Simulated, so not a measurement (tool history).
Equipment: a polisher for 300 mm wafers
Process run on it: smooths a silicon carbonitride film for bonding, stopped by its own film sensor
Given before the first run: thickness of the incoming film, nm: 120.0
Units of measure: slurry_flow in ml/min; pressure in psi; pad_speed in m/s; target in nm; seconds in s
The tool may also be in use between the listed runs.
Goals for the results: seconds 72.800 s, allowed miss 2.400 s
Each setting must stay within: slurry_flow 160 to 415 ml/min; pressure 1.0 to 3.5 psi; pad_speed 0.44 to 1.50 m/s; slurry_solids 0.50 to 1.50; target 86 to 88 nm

run 1 day=0.000 | slurry_flow=265 pressure=2.2 pad_speed=0.96 slurry_solids=1.00 target=88 | seconds=103.390
run 2 day=0.146 | slurry_flow=300 pressure=2.2 pad_speed=0.96 slurry_solids=1.00 target=88 | seconds=102.890
run 3 day=0.508 | slurry_flow=300 pressure=2.4 pad_speed=0.96 slurry_solids=1.00 target=88 | seconds=95.137
run 4 day=0.796 | slurry_flow=300 pressure=2.4 pad_speed=0.82 slurry_solids=1.00 target=88 | seconds=103.280
run 5 day=0.967 | slurry_flow=300 pressure=2.6 pad_speed=0.82 slurry_solids=1.00 target=88 | seconds=94.565
run 6 day=1.038 | slurry_flow=245 pressure=2.6 pad_speed=0.82 slurry_solids=1.00 target=88 | seconds=95.498
run 7 day=1.221 | slurry_flow=245 pressure=2.8 pad_speed=0.82 slurry_solids=1.00 target=88 | seconds=88.512
run 8 day=1.329 | slurry_flow=245 pressure=2.9 pad_speed=0.82 slurry_solids=1.00 target=88 | seconds=87.082
run 9 day=1.367 | slurry_flow=245 pressure=3.1 pad_speed=0.82 slurry_solids=1.00 target=88 | seconds=82.400
run 10 day=1.483 | slurry_flow=245 pressure=3.2 pad_speed=0.82 slurry_solids=1.00 target=88 | seconds=80.137

Consider the 5 candidate settings below. Which is the only one whose results all fall within their allowed miss of target?
run A day=1.600 | slurry_flow=185 pressure=3.0 pad_speed=0.90 slurry_solids=0.75 target=86 | seconds=?
run B day=1.600 | slurry_flow=270 pressure=2.8 pad_speed=0.82 slurry_solids=0.95 target=87 | seconds=?
run C day=1.600 | slurry_flow=260 pressure=3.2 pad_speed=0.68 slurry_solids=1.00 target=88 | seconds=?
run D day=1.600 | slurry_flow=210 pressure=3.3 pad_speed=0.94 slurry_solids=1.00 target=88 | seconds=?
run E day=1.600 | slurry_flow=295 pressure=3.2 pad_speed=0.78 slurry_solids=1.05 target=88 | seconds=?

move=A seconds=100.360
move=B seconds=94.266
move=C seconds=87.365
move=D seconds=72.792
move=E seconds=78.493
A: misses by more than the last run did
B: misses by more than the last run did
C: misses by more than the last run did
D: meets every target
E: an improvement on the last run, though not all results are within tolerance
D meets every target.
